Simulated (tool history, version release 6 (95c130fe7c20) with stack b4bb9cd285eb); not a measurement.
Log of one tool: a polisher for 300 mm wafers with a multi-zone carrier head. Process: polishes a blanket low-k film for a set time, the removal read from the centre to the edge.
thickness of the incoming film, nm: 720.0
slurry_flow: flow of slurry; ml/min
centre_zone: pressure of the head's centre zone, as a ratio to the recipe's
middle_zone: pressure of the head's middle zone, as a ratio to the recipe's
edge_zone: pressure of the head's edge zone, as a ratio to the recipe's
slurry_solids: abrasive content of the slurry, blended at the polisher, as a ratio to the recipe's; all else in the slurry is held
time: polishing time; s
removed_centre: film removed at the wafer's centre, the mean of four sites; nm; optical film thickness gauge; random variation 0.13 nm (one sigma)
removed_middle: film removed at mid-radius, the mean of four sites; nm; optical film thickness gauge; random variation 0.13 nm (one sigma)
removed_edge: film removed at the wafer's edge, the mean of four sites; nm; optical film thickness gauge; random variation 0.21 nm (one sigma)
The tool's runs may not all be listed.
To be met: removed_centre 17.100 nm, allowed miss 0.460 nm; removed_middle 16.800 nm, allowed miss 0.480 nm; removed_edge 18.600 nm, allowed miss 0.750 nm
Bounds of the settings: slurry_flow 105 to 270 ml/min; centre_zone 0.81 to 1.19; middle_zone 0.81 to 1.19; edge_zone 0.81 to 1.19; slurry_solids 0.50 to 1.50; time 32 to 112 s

run,hour,slurry_flow,centre_zone,middle_zone,edge_zone,slurry_solids,time,removed_centre,removed_middle,removed_edge
1,0.0,175,1.00,1.00,1.00,1.00,72,24.283,23.940,24.285
2,3.0,170,0.99,0.98,0.99,0.95,72,23.526,23.238,23.681
3,6.6,170,0.99,0.98,1.07,0.95,72,23.263,23.011,24.519
4,10.8,170,0.99,0.98,1.07,0.95,81,26.457,25.739,27.502
5,18.3,130,0.99,0.98,1.07,0.95,81,24.953,24.685,26.554
6,27.3,130,0.99,0.98,1.07,0.95,91,27.310,27.251,29.819
7,29.8,130,0.98,0.97,1.05,0.90,89,26.471,25.802,27.840
8,32.3,110,0.88,0.89,1.05,0.65,73,16.486,16.881,19.981
9,33.0,110,0.88,0.89,1.04,0.65,73,16.265,16.868,19.764
10,40.2,130,0.95,0.88,0.94,0.60,73,18.208,17.103,18.924

Which of these 4 next moves meets every target?
A,47.4,130,0.82,0.81,0.99,0.70,73,?,?,?
B,47.4,115,0.92,0.88,0.91,0.50,80,?,?,?
C,47.4,115,0.95,0.91,0.92,0.55,71,?,?,?
D,47.4,185,0.97,0.87,0.92,0.60,62,?,?,?

move,removed_centre,removed_middle,removed_edge
A,16.547,16.991,20.496
B,17.341,17.039,18.692
C,16.456,16.090,17.244
D,17.124,15.568,16.799
A: takes the result that was furthest off past its target
B: meets every target
C: takes the result that was furthest off past its target
D: brings the result that was furthest off to its target, and leaves another outside
Move B is the one to make.
